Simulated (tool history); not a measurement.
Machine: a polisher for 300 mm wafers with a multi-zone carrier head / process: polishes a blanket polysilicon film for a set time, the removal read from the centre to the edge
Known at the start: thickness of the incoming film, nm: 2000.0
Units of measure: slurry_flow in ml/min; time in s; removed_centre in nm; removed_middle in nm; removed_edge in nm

run	hour	slurry_flow	centre_zone	middle_zone	edge_zone	time	removed_centre	removed_middle	removed_edge
1	0	235	1	1	1	48	399.97	395.97	373.05
2	4.7	235	1	1	0.92	48	395.34	394.41	363.5
3	7.4	240	1.01	1.04	0.95	51	426.56	431.98	395.18
4	14.8	250	1.03	1.08	0.95	52	447.6	450.68	405.3
5	18.1	250	1.03	1.08	0.99	52	446.26	466.88	407.68
6	25.1	250	1.03	1.05	0.99	52	438.47	446.72	411.92
7	32.3	250	1.04	1.09	0.99	53	451.29	469.62	408.51

Predict the results of run 8:
8	39.7	265	1.05	1.1	1	54	?	?	?

Run 8 yielded removed_centre 472.2 nm, removed_middle 484.86 nm, removed_edge 435.56 nm.
